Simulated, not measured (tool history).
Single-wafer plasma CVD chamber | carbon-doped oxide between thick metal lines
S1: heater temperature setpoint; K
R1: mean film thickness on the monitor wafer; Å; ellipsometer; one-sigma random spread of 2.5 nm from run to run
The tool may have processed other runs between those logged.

{"run": 1, "hour": 0.0, "S1": 643.15, "chamber pressure (Pa)": 643, "RF power (kW)": 0.425, "deposition time (s)": 127, "R1": 6209.7}
{"run": 2, "hour": 8.2, "S1": 651.15, "chamber pressure (Pa)": 643, "RF power (kW)": 0.425, "deposition time (s)": 127, "R1": 6095}
{"run": 3, "hour": 17.1, "S1": 651.15, "chamber pressure (Pa)": 596, "RF power (kW)": 0.425, "deposition time (s)": 127, "R1": 6072.1}
{"run": 4, "hour": 23.8, "S1": 650.15, "chamber pressure (Pa)": 608, "RF power (kW)": 0.44, "deposition time (s)": 127, "R1": 6192.8}
{"run": 5, "hour": 24.7, "S1": 655.15, "chamber pressure (Pa)": 608, "RF power (kW)": 0.44, "deposition time (s)": 127, "R1": 6157}
{"run": 6, "hour": 32.3, "S1": 655.15, "chamber pressure (Pa)": 608, "RF power (kW)": 0.44, "deposition time (s)": 131, "R1": 6365.2}
{"run": 7, "hour": 33.2, "S1": 654.15, "chamber pressure (Pa)": 632, "RF power (kW)": 0.45, "deposition time (s)": 131, "R1": 6532.3}
{"run": 8, "hour": 34.2, "S1": 653.15, "chamber pressure (Pa)": 655, "RF power (kW)": 0.455, "deposition time (s)": 131, "R1": 6619.9}

Run 9 is up next; what results do you expect?
{"run": 9, "hour": 41.5, "S1": 652.15, "chamber pressure (Pa)": 672, "RF power (kW)": 0.46, "deposition time (s)": 131, "R1": "?"}

Run 9 gave R1 6736.7 Å.

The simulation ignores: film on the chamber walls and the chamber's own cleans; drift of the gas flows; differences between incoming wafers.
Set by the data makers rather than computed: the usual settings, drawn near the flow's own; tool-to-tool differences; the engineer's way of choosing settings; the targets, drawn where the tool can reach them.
